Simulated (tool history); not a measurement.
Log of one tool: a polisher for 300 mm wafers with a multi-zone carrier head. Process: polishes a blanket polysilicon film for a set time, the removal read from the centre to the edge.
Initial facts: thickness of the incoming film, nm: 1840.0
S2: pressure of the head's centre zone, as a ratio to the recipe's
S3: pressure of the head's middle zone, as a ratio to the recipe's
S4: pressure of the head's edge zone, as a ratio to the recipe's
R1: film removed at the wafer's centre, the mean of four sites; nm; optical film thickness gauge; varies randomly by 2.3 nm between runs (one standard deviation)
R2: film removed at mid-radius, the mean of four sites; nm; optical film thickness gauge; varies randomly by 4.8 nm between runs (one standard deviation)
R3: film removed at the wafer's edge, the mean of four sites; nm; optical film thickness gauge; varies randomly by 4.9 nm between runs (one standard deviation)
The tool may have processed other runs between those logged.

Run 1, hour 0.0: flow of slurry (ml/min) 220, S2 1.00, S3 1.00, S4 1.00, polishing time (s) 72. Result: R1 429.92 nm, R2 427.87 nm, R3 420.80 nm.
Run 2, hour 4.8: flow of slurry (ml/min) 185, S2 1.00, S3 1.00, S4 1.00, polishing time (s) 72. Result: R1 420.86 nm, R2 417.24 nm, R3 423.98 nm.
Run 3, hour 5.7: flow of slurry (ml/min) 225, S2 1.00, S3 1.00, S4 1.00, polishing time (s) 72. Result: R1 426.24 nm, R2 427.95 nm, R3 440.11 nm.
Run 4, hour 7.9: flow of slurry (ml/min) 215, S2 0.98, S3 1.00, S4 0.99, polishing time (s) 72. Result: R1 414.79 nm, R2 428.68 nm, R3 433.58 nm.
Run 5, hour 14.1: flow of slurry (ml/min) 215, S2 0.98, S3 1.08, S4 0.99, polishing time (s) 72. Result: R1 422.61 nm, R2 448.06 nm, R3 422.39 nm.
Run 6, hour 20.2: flow of slurry (ml/min) 210, S2 0.97, S3 1.07, S4 0.98, polishing time (s) 71. Result: R1 408.83 nm, R2 437.75 nm, R3 420.23 nm.
Run 7, hour 25.9: flow of slurry (ml/min) 205, S2 0.96, S3 1.06, S4 0.97, polishing time (s) 70. Result: R1 392.89 nm, R2 432.97 nm, R3 406.74 nm.

Expected results for the next run?
Run 8, hour 30.2: flow of slurry (ml/min) 160, S2 0.92, S3 0.96, S4 0.97, polishing time (s) 69. Result: R1 ?, R2 ?, R3 ?.

{"run 8": {"R1": 368.41, "R2": 381.42, "R3": 395.85}}
